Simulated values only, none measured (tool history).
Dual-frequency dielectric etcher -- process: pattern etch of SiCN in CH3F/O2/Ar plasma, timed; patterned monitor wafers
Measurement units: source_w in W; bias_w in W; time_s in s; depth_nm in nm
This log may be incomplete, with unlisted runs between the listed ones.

Run 1, day 0: source_w 360 W, bias_w 60 W, time_s 43.5 s. Result: depth_nm 14.059 nm.
Run 2, day 0.221: source_w 330 W, bias_w 59 W, time_s 43.5 s. Result: depth_nm 13.577 nm.
Run 3, day 0.542: source_w 310 W, bias_w 58 W, time_s 43.5 s. Result: depth_nm 13.224 nm.
Run 4, day 0.808: source_w 290 W, bias_w 57 W, time_s 43.5 s. Result: depth_nm 12.951 nm.
Run 5, day 1.075: source_w 290 W, bias_w 57 W, time_s 40 s. Result: depth_nm 11.844 nm.
Run 6, day 1.208: source_w 230 W, bias_w 57 W, time_s 40 s. Result: depth_nm 11.026 nm.

Run 7 is up next; what results do you expect?
Run 7, day 1.521: source_w 250 W, bias_w 57 W, time_s 40 s. Result: depth_nm ?.

{"run 7": {"depth_nm": 11.293}}
